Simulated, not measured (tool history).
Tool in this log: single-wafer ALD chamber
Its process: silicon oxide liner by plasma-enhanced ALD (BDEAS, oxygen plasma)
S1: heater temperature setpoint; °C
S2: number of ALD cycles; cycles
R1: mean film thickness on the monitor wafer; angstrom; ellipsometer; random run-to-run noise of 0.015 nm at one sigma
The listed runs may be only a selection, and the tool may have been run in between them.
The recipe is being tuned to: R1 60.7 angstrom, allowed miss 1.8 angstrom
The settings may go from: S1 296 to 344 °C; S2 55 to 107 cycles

run	hour	S1	S2	R1
1	0	320	81	73.991
2	8.6	313	81	74.831
3	16.3	313	79	72.885
4	20.9	318	79	72.377
# hour 27.7: thermocouple changed; heater temperature recalibrated
5	27.7	318	74	66.836
6	36.2	318	73	66.119
7	37.2	318	72	65.455
8	42.9	318	71	64.346

Of the 4 settings listed for the next run, only one would bring every result within its allowed miss of target. Which one?
A	48.6	309	66	?
B	48.6	322	80	?
C	48.6	327	64	?
D	48.6	313	62	?

move	R1
A	60.725
B	72.065
C	57.178
D	56.677
A: meets every target
B: misses by more than the last run did
C: takes the result that was furthest off past its target
D: takes the result that was furthest off past its target
The move that meets every target is A.
